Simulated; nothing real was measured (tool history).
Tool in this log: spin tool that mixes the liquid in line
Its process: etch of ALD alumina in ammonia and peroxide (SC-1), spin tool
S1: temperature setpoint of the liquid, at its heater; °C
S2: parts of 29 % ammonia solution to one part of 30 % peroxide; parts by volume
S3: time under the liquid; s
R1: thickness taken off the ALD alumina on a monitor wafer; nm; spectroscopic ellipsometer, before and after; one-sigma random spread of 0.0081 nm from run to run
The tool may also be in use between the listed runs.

{"run": 1, "hour": 0.0, "S1": 53.0, "S2": 0.45, "S3": 25, "R1": 1.6802}
{"run": 2, "hour": 2.3, "S1": 53.0, "S2": 0.3, "S3": 25, "R1": 1.6252}
{"run": 3, "hour": 10.8, "S1": 50.0, "S2": 0.3, "S3": 25, "R1": 1.4019}
{"run": 4, "hour": 18.2, "S1": 50.0, "S2": 0.2, "S3": 25, "R1": 1.319}
{"run": 5, "hour": 22.6, "S1": 48.0, "S2": 0.2, "S3": 25, "R1": 1.1828}
{"run": 6, "hour": 24.0, "S1": 53.5, "S2": 0.2, "S3": 25, "R1": 1.5901}
{"run": 7, "hour": 33.0, "S1": 45.5, "S2": 0.2, "S3": 25, "R1": 1.039}
{"run": 8, "hour": 34.5, "S1": 44.5, "S2": 0.2, "S3": 25, "R1": 0.96666}

Estimate the outcome of run 9 from the log above:
{"run": 9, "hour": 39.8, "S1": 44.0, "S2": 0.2, "S3": 25, "R1": "?"}

Run 9 yielded R1 0.94571 nm.
